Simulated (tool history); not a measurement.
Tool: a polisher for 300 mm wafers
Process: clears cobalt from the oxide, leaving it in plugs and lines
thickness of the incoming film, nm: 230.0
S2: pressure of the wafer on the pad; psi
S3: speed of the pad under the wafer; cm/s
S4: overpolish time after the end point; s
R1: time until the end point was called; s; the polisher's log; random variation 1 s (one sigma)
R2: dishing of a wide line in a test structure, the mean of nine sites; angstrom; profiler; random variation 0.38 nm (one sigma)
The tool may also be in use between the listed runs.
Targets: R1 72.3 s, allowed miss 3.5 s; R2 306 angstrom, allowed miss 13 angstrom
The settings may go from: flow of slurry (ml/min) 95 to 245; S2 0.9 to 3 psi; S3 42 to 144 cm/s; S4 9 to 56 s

{"run": 1, "hour": 0.0, "flow of slurry (ml/min)": 155, "S2": 1.9, "S3": 92, "S4": 29, "R1": 42.253, "R2": 716.72}
{"run": 2, "hour": 2.4, "flow of slurry (ml/min)": 150, "S2": 1.8, "S3": 90, "S4": 27, "R1": 46.956, "R2": 675.8}
{"run": 3, "hour": 8.1, "flow of slurry (ml/min)": 150, "S2": 1.8, "S3": 90, "S4": 34, "R1": 46.751, "R2": 721.81}
{"run": 4, "hour": 17.0, "flow of slurry (ml/min)": 145, "S2": 1.7, "S3": 90, "S4": 31, "R1": 49.564, "R2": 698.41}
{"run": 5, "hour": 19.2, "flow of slurry (ml/min)": 155, "S2": 1.7, "S3": 84, "S4": 28, "R1": 53.271, "R2": 649.18}
{"run": 6, "hour": 20.4, "flow of slurry (ml/min)": 165, "S2": 1.7, "S3": 80, "S4": 26, "R1": 54.071, "R2": 607.22}
{"run": 7, "hour": 25.3, "flow of slurry (ml/min)": 175, "S2": 1.7, "S3": 76, "S4": 24, "R1": 56.299, "R2": 574.29}
{"run": 8, "hour": 27.4, "flow of slurry (ml/min)": 220, "S2": 1.6, "S3": 50, "S4": 10, "R1": 85.131, "R2": 223.52}
{"run": 9, "hour": 31.7, "flow of slurry (ml/min)": 215, "S2": 1.6, "S3": 50, "S4": 10, "R1": 87.807, "R2": 224.67}
{"run": 10, "hour": 40.1, "flow of slurry (ml/min)": 200, "S2": 2.1, "S3": 52, "S4": 24, "R1": 63.887, "R2": 542.92}
{"run": 11, "hour": 42.7, "flow of slurry (ml/min)": 205, "S2": 2, "S3": 54, "S4": 23, "R1": 66.359, "R2": 511.58}
{"run": 12, "hour": 48.2, "flow of slurry (ml/min)": 205, "S2": 1.9, "S3": 56, "S4": 22, "R1": 67.938, "R2": 492.3}
{"run": 13, "hour": 55.7, "flow of slurry (ml/min)": 200, "S2": 1.9, "S3": 56, "S4": 21, "R1": 67.042, "R2": 485.33}
{"run": 14, "hour": 58.9, "flow of slurry (ml/min)": 200, "S2": 1.9, "S3": 56, "S4": 21, "R1": 66.267, "R2": 491.89}
{"run": 15, "hour": 67.0, "flow of slurry (ml/min)": 200, "S2": 1.9, "S3": 56, "S4": 21, "R1": 66.184, "R2": 482.61}
{"run": 16, "hour": 75.4, "flow of slurry (ml/min)": 205, "S2": 1.8, "S3": 58, "S4": 20, "R1": 68.139, "R2": 468.08}
{"run": 17, "hour": 80.2, "flow of slurry (ml/min)": 200, "S2": 1.8, "S3": 58, "S4": 20, "R1": 68.098, "R2": 460.21}

Which of these 4 next moves meets every target?
{"run": "A", "hour": 85.0, "flow of slurry (ml/min)": 190, "S2": 2.1, "S3": 52, "S4": 11, "R1": "?", "R2": "?"}
{"run": "B", "hour": 85.0, "flow of slurry (ml/min)": 210, "S2": 1.8, "S3": 54, "S4": 12, "R1": "?", "R2": "?"}
{"run": "C", "hour": 85.0, "flow of slurry (ml/min)": 180, "S2": 2.1, "S3": 48, "S4": 13, "R1": "?", "R2": "?"}
{"run": "D", "hour": 85.0, "flow of slurry (ml/min)": 195, "S2": 1.4, "S3": 78, "S4": 13, "R1": "?", "R2": "?"}

move=A R1=63.632 R2=307.75
move=B R1=70.568 R2=303.96
move=C R1=69.035 R2=329.29
move=D R1=63.709 R2=350.07
A: brings the result that was furthest off to its target, and leaves another outside
B: meets every target
C: nearer than the last run, and not there yet
D: nearer than the last run, and not there yet
The right move is B.
